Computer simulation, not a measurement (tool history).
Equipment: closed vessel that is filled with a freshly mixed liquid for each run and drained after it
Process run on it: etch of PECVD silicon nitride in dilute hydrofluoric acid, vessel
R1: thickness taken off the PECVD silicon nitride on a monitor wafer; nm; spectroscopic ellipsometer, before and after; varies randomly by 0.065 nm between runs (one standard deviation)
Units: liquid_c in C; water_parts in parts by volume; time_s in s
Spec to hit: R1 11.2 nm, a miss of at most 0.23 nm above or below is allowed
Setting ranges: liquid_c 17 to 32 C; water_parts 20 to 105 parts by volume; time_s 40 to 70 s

run 1 hour=0 | liquid_c=24 water_parts=55 time_s=70 | R1=5.8553
run 2 hour=5 | liquid_c=26.5 water_parts=55 time_s=70 | R1=6.9614
run 3 hour=9 | liquid_c=26.5 water_parts=55 time_s=70 | R1=6.9149
run 4 hour=12.4 | liquid_c=26.5 water_parts=55 time_s=40 | R1=3.9447
run 5 hour=13.4 | liquid_c=26.5 water_parts=55 time_s=70 | R1=6.902
run 6 hour=14.9 | liquid_c=28 water_parts=55 time_s=70 | R1=7.715
run 7 hour=23.2 | liquid_c=29.5 water_parts=55 time_s=70 | R1=8.4607
run 8 hour=27.7 | liquid_c=30.5 water_parts=55 time_s=70 | R1=9.0358
run 9 hour=29.9 | liquid_c=31 water_parts=55 time_s=70 | R1=9.2963
run 10 hour=31.4 | liquid_c=31.5 water_parts=55 time_s=70 | R1=9.5151
run 11 hour=35.1 | liquid_c=32 water_parts=50 time_s=70 | R1=10.949
run 12 hour=37.8 | liquid_c=32 water_parts=50 time_s=70 | R1=10.931
run 13 hour=39.3 | liquid_c=32 water_parts=45 time_s=70 | R1=12.154

Which one of the following 4 next-run settings gets every result inside its allowed miss? There is exactly one.
run A hour=40.8 | liquid_c=29 water_parts=40 time_s=70 | R1=?
run B hour=40.8 | liquid_c=29.5 water_parts=25 time_s=40 | R1=?
run C hour=40.8 | liquid_c=31.5 water_parts=45 time_s=70 | R1=?
run D hour=40.8 | liquid_c=30 water_parts=45 time_s=70 | R1=?

move=A R1=11.243
move=B R1=10.495
move=C R1=11.768
move=D R1=10.686
A: meets every target
B: carries the result that was furthest off beyond its target, to the other side
C: better than the last run, though not everything is in spec
D: carries the result that was furthest off beyond its target, to the other side
Answer: A

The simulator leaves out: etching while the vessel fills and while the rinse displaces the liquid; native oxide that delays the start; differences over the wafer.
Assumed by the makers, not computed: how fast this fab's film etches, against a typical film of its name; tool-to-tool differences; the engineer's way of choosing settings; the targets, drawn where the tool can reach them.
